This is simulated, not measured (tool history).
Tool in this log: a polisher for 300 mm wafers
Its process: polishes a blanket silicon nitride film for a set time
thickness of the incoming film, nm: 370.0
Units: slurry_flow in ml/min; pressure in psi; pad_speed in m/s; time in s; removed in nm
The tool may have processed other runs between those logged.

| run | day | slurry_flow | pressure | pad_speed | time | removed |
|---|---|---|---|---|---|---|
| 1 | 0.000 | 305 | 4.4 | 1.38 | 66 | 157.54 |
| 2 | 0.292 | 305 | 4.4 | 1.14 | 66 | 129.68 |
| 3 | 0.483 | 305 | 4.2 | 1.14 | 66 | 125.95 |
| 4 | 0.567 | 235 | 4.2 | 1.14 | 66 | 123.01 |
| 5 | 0.729 | 235 | 4.0 | 1.14 | 66 | 115.32 |
| 6 | 0.925 | 235 | 3.9 | 1.14 | 66 | 111.93 |

Run 7, settings as shown, results not yet in. Your forecast:
| 7 | 1.129 | 235 | 3.8 | 1.14 | 66 | ? |

Logged for run 7: removed 113.67 nm.
